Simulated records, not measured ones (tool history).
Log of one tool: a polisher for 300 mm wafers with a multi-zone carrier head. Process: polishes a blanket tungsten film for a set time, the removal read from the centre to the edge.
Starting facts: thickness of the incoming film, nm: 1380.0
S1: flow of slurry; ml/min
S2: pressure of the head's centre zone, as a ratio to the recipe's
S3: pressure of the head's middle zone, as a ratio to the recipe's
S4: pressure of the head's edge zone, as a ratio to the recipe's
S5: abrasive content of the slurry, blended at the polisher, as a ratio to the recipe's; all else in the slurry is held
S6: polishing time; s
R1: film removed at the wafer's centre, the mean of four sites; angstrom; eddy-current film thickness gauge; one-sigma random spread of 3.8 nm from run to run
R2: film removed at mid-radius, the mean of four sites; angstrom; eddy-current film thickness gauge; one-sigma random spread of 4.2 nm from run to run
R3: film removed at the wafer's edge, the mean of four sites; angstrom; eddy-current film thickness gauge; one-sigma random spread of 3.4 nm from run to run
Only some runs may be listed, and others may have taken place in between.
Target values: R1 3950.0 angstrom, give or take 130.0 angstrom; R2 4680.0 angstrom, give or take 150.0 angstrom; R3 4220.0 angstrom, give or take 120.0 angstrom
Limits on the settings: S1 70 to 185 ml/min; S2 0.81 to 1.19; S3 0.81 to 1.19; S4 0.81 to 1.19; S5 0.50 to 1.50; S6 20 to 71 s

Run 1, hour 0.0: S1 120 ml/min, S2 1.00, S3 1.00, S4 1.00, S5 1.00, S6 45 s. Result: R1 3087.8 angstrom, R2 3097.0 angstrom, R3 3131.8 angstrom.
Run 2, hour 0.6: S1 130 ml/min, S2 1.00, S3 1.04, S4 1.04, S5 1.15, S6 46 s. Result: R1 3274.7 angstrom, R2 3506.3 angstrom, R3 3396.1 angstrom.
Run 3, hour 4.7: S1 140 ml/min, S2 1.01, S3 1.06, S4 1.07, S5 1.25, S6 47 s. Result: R1 3604.4 angstrom, R2 3776.9 angstrom, R3 3699.3 angstrom.
Run 4, hour 7.4: S1 150 ml/min, S2 1.00, S3 1.09, S4 1.09, S5 1.30, S6 47 s. Result: R1 3728.3 angstrom, R2 3978.2 angstrom, R3 3725.8 angstrom.
Run 5, hour 10.1: S1 150 ml/min, S2 1.00, S3 1.09, S4 1.09, S5 1.20, S6 47 s. Result: R1 3613.7 angstrom, R2 3846.5 angstrom, R3 3670.7 angstrom.
Run 6, hour 13.8: S1 150 ml/min, S2 1.00, S3 1.09, S4 1.09, S5 1.20, S6 40 s. Result: R1 3030.0 angstrom, R2 3291.7 angstrom, R3 3103.6 angstrom.
Run 7, hour 17.6: S1 150 ml/min, S2 0.99, S3 1.11, S4 1.11, S5 1.30, S6 42 s. Result: R1 3285.3 angstrom, R2 3602.9 angstrom, R3 3452.8 angstrom.
Run 8, hour 24.7: S1 155 ml/min, S2 0.98, S3 1.13, S4 1.11, S5 1.35, S6 43 s. Result: R1 3340.4 angstrom, R2 3796.5 angstrom, R3 3470.2 angstrom.
Run 9, hour 27.2: S1 155 ml/min, S2 0.98, S3 1.14, S4 1.12, S5 1.40, S6 45 s. Result: R1 3564.4 angstrom, R2 4043.8 angstrom, R3 3694.9 angstrom.
Run 10, hour 32.2: S1 155 ml/min, S2 0.97, S3 1.15, S4 1.13, S5 1.45, S6 46 s. Result: R1 3536.7 angstrom, R2 4165.6 angstrom, R3 3866.2 angstrom.
Run 11, hour 40.6: S1 160 ml/min, S2 0.97, S3 1.16, S4 1.14, S5 1.45, S6 47 s. Result: R1 3699.8 angstrom, R2 4348.7 angstrom, R3 3947.0 angstrom.
Run 12, hour 49.4: S1 165 ml/min, S2 0.97, S3 1.16, S4 1.15, S5 1.45, S6 47 s. Result: R1 3697.2 angstrom, R2 4351.8 angstrom, R3 4013.9 angstrom.
Run 13, hour 50.5: S1 170 ml/min, S2 0.97, S3 1.17, S4 1.15, S5 1.45, S6 47 s. Result: R1 3771.3 angstrom, R2 4371.7 angstrom, R3 4017.6 angstrom.

5 next moves are on the table. One of them brings every result within its allowed miss. Which?
Run A, hour 51.6: S1 160 ml/min, S2 0.92, S3 1.02, S4 1.19, S5 1.25, S6 48 s. Result: R1 ?, R2 ?, R3 ?.
Run B, hour 51.6: S1 185 ml/min, S2 0.88, S3 1.19, S4 1.06, S5 1.50, S6 50 s. Result: R1 ?, R2 ?, R3 ?.
Run C, hour 51.6: S1 175 ml/min, S2 0.84, S3 1.18, S4 1.14, S5 1.50, S6 48 s. Result: R1 ?, R2 ?, R3 ?.
Run D, hour 51.6: S1 115 ml/min, S2 0.83, S3 1.15, S4 1.19, S5 1.50, S6 53 s. Result: R1 ?, R2 ?, R3 ?.
Run E, hour 51.6: S1 155 ml/min, S2 0.97, S3 1.19, S4 1.12, S5 1.35, S6 51 s. Result: R1 ?, R2 ?, R3 ?.

move      R1      R2      R3
   A  3502.5  3871.6  4001.8
   B  3771.2  4877.5  4193.9
   C  3418.9  4610.1  4149.4
   D  3364.1  4556.2  4391.3
   E  3983.6  4685.2  4179.2
A: moves away from the targets compared with the last run
B: pushes the last run's worst result past its target
C: the worst result of the last run now meets its target, but another is out of spec
D: the worst result of the last run now meets its target, but another is out of spec
E: every result lands within tolerance
Correct choice: E, which meets every target
